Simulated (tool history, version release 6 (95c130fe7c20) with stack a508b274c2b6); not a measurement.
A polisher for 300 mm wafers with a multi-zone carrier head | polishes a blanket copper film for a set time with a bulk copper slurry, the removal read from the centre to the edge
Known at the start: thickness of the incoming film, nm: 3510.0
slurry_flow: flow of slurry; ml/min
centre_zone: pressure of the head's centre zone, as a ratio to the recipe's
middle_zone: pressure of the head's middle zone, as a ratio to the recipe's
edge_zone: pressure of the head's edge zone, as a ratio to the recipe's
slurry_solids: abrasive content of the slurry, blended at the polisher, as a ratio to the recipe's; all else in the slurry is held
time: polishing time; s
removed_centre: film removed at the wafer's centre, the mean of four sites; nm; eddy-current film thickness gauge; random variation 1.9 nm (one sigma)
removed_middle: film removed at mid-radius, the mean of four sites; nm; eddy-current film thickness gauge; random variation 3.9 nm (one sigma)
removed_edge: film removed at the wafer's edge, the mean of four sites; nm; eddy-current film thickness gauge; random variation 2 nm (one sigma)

{"run": 1, "day": 0.0, "slurry_flow": 175, "centre_zone": 1.0, "middle_zone": 1.0, "edge_zone": 1.0, "slurry_solids": 1.0, "time": 36, "removed_centre": 605.13, "removed_middle": 602.94, "removed_edge": 652.0}
{"run": 2, "day": 0.296, "slurry_flow": 165, "centre_zone": 0.96, "middle_zone": 1.01, "edge_zone": 0.95, "slurry_solids": 0.85, "time": 30, "removed_centre": 463.47, "removed_middle": 474.95, "removed_edge": 503.89}
{"run": 3, "day": 0.438, "slurry_flow": 155, "centre_zone": 0.92, "middle_zone": 1.03, "edge_zone": 0.91, "slurry_solids": 0.75, "time": 27, "removed_centre": 374.75, "removed_middle": 415.2, "removed_edge": 417.28}
{"run": 4, "day": 0.646, "slurry_flow": 155, "centre_zone": 0.92, "middle_zone": 1.03, "edge_zone": 0.91, "slurry_solids": 0.75, "time": 23, "removed_centre": 320.05, "removed_middle": 348.42, "removed_edge": 360.62}
{"run": 5, "day": 0.842, "slurry_flow": 155, "centre_zone": 0.92, "middle_zone": 1.08, "edge_zone": 0.91, "slurry_solids": 0.75, "time": 23, "removed_centre": 317.25, "removed_middle": 370.97, "removed_edge": 357.78}
{"run": 6, "day": 0.946, "slurry_flow": 145, "centre_zone": 0.9, "middle_zone": 1.07, "edge_zone": 0.88, "slurry_solids": 0.7, "time": 23, "removed_centre": 301.3, "removed_middle": 349.76, "removed_edge": 338.89}
{"run": 7, "day": 1.129, "slurry_flow": 110, "centre_zone": 0.82, "middle_zone": 1.07, "edge_zone": 0.81, "slurry_solids": 0.6, "time": 23, "removed_centre": 239.16, "removed_middle": 315.86, "removed_edge": 299.33}

The next listed run, before its measurement:
{"run": 8, "day": 1.171, "slurry_flow": 125, "centre_zone": 0.83, "middle_zone": 1.07, "edge_zone": 0.81, "slurry_solids": 0.55, "time": 23, "removed_centre": "?", "removed_middle": "?", "removed_edge": "?"}

Run 8 gave removed_centre 246.65 nm, removed_middle 309.40 nm, removed_edge 296.31 nm.
